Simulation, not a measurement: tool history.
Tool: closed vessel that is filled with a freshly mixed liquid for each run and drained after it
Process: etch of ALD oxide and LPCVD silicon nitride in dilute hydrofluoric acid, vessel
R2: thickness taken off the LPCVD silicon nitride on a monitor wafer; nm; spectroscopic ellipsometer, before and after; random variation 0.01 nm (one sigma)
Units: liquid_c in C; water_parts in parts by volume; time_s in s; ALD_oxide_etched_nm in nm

Run 1, hour 0.0: liquid_c 26 C, water_parts 285 parts by volume, time_s 175 s. Result: ALD_oxide_etched_nm 11.2610 nm, R2 0.42963 nm.
Run 2, hour 5.2: liquid_c 26 C, water_parts 285 parts by volume, time_s 240 s. Result: ALD_oxide_etched_nm 15.6170 nm, R2 0.51450 nm.
Run 3, hour 8.1: liquid_c 26 C, water_parts 370 parts by volume, time_s 240 s. Result: ALD_oxide_etched_nm 10.8890 nm, R2 0.37102 nm.
Run 4, hour 17.0: liquid_c 26 C, water_parts 295 parts by volume, time_s 240 s. Result: ALD_oxide_etched_nm 14.8180 nm, R2 0.49442 nm.
Run 5, hour 18.6: liquid_c 25 C, water_parts 320 parts by volume, time_s 240 s. Result: ALD_oxide_etched_nm 12.7890 nm, R2 0.41293 nm.
Run 6, hour 21.6: liquid_c 24 C, water_parts 340 parts by volume, time_s 240 s. Result: ALD_oxide_etched_nm 11.3480 nm, R2 0.37426 nm.
At hour 23.1: hydrofluoric acid flow meter replaced.
Run 7, hour 23.1: liquid_c 20 C, water_parts 450 parts by volume, time_s 230 s. Result: ALD_oxide_etched_nm 6.0708 nm, R2 0.21362 nm.

Run 8 comes next. What will it give?
Run 8, hour 25.0: liquid_c 20 C, water_parts 455 parts by volume, time_s 230 s. Result: ALD_oxide_etched_nm ?, R2 ?.

ALD_oxide_etched_nm: 5.9447 nm
R2: 0.22760 nm
